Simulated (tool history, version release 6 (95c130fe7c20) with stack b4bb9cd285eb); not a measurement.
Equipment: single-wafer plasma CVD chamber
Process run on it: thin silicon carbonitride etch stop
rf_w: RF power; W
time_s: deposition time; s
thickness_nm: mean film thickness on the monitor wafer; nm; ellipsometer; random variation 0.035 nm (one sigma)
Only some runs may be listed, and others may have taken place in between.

run,day,rf_w,time_s,thickness_nm
1,0,185,17.3,10.217
2,0.325,185,16.1,9.4564
3,0.346,180,16.1,9.4105
4,0.408,180,13.6,7.9321
5,0.442,185,13.6,8.0301
6,0.646,170,13.6,7.8104
7,0.896,175,13.6,7.8443

The next listed run, before its measurement:
8,0.958,180,13.6,?

thickness_nm: 7.9378 nm
